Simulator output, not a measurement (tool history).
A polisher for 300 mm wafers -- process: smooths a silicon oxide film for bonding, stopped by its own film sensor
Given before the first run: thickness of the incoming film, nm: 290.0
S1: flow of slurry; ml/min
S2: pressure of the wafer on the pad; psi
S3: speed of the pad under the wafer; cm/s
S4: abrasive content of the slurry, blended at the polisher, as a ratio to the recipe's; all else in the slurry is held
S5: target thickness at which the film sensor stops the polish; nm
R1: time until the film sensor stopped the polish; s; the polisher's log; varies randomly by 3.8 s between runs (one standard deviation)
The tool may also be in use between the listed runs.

run,hour,S1,S2,S3,S4,S5,R1
1,0,315,1.3,112,1,246,90.499
2,6.6,315,1.3,128,1,246,83.84
3,8.3,280,1.3,128,1,246,83.807
4,12.6,260,1.2,112,0.9,246,105.94
5,14.4,260,1.2,112,0.8,246,119.84
6,20.6,260,1.2,112,0.8,246,118.89
7,27,260,1.1,100,0.75,246,146.95

What will run 8 give?
8,33.5,260,1,90,0.75,246,?

R1: 173.72 s
